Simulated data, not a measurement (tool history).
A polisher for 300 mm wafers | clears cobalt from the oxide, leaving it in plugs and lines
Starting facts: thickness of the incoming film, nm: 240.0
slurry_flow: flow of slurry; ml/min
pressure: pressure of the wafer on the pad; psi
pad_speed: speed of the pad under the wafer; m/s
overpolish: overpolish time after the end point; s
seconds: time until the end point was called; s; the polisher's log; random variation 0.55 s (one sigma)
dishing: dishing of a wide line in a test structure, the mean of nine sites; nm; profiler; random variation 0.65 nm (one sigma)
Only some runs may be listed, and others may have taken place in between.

{"run": 1, "hour": 0.0, "slurry_flow": 220, "pressure": 2, "pad_speed": 0.94, "overpolish": 18, "seconds": 52.733, "dishing": 43.152}
{"run": 2, "hour": 0.8, "slurry_flow": 220, "pressure": 2, "pad_speed": 0.94, "overpolish": 23, "seconds": 53.192, "dishing": 50.113}
{"run": 3, "hour": 5.4, "slurry_flow": 220, "pressure": 2, "pad_speed": 0.94, "overpolish": 16, "seconds": 52.069, "dishing": 41.778}
{"run": 4, "hour": 9.0, "slurry_flow": 220, "pressure": 2, "pad_speed": 0.94, "overpolish": 10, "seconds": 53.13, "dishing": 32.105}
{"run": 5, "hour": 16.3, "slurry_flow": 220, "pressure": 2.1, "pad_speed": 0.94, "overpolish": 10, "seconds": 50.624, "dishing": 34.613}
{"run": 6, "hour": 21.0, "slurry_flow": 275, "pressure": 2.1, "pad_speed": 0.94, "overpolish": 10, "seconds": 49.872, "dishing": 33.874}

Estimate the outcome of run 7 from the log above:
{"run": 7, "hour": 22.0, "slurry_flow": 275, "pressure": 2.1, "pad_speed": 0.94, "overpolish": 9, "seconds": "?", "dishing": "?"}

For run 7 the tool returned seconds 50.485 s, dishing 30.94 nm.

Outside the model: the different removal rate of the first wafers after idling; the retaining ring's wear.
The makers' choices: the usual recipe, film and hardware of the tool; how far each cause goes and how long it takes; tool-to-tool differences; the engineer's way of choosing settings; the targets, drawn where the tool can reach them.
